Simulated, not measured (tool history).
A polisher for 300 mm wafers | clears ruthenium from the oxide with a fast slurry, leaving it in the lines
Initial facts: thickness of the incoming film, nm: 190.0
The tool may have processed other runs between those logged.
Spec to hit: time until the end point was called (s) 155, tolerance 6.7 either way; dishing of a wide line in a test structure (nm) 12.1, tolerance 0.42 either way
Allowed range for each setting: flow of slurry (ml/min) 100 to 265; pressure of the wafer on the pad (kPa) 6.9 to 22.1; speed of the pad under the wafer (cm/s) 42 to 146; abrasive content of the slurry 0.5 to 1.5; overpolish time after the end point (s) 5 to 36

| run | hour | flow of slurry (ml/min) | pressure of the wafer on the pad (kPa) | speed of the pad under the wafer (cm/s) | abrasive content of the slurry | overpolish time after the end point (s) | time until the end point was called (s) | dishing of a wide line in a test structure (nm) |
|---|---|---|---|---|---|---|---|---|
| 1 | 0 | 170 | 14.5 | 94 | 1 | 18 | 65.047 | 45.042 |
| 2 | 7.2 | 175 | 13.8 | 84 | 0.95 | 16 | 76.841 | 34.598 |
| 3 | 11 | 175 | 13.8 | 84 | 0.85 | 16 | 83.705 | 31.471 |
| 4 | 19.8 | 175 | 13.8 | 62 | 0.85 | 16 | 107.79 | 24.231 |
| 5 | 28.3 | 185 | 13.1 | 60 | 0.85 | 15 | 118.06 | 21.034 |
| 6 | 36.2 | 185 | 13.1 | 60 | 0.7 | 15 | 139.73 | 18.457 |
| 7 | 40.1 | 220 | 10.3 | 60 | 0.75 | 7 | 156.18 | 7.8116 |
| 8 | 43 | 200 | 10.3 | 60 | 0.75 | 7 | 156.2 | 7.6333 |
| 9 | 50.8 | 190 | 10.3 | 60 | 0.75 | 16 | 154.83 | 17.186 |

Below are 5 possible settings for the next run. Only one of them brings all results inside the allowed miss of their targets. Which is it?
| A | 58.6 | 190 | 11.7 | 56 | 0.75 | 23 | ? | ? |
| B | 58.6 | 195 | 10.3 | 60 | 0.75 | 10 | ? | ? |
| C | 58.6 | 205 | 13.8 | 56 | 0.65 | 18 | ? | ? |
| D | 58.6 | 210 | 7.6 | 68 | 0.9 | 27 | ? | ? |
| E | 58.6 | 210 | 12.4 | 60 | 0.65 | 11 | ? | ? |

| move | time until the end point was called (s) | dishing of a wide line in a test structure (nm) |
|---|---|---|
| A | 151.68 | 25.187 |
| B | 155.83 | 10.986 |
| C | 153.36 | 19.727 |
| D | 147.76 | 30.031 |
| E | 155.73 | 12.065 |
A: lands further from the targets than the last run did
B: takes the biggest miss from the last run beyond its target
C: lands further from the targets than the last run did
D: lands further from the targets than the last run did
E: hits every target within its allowed miss
So the answer is move E, the one that meets all the targets.

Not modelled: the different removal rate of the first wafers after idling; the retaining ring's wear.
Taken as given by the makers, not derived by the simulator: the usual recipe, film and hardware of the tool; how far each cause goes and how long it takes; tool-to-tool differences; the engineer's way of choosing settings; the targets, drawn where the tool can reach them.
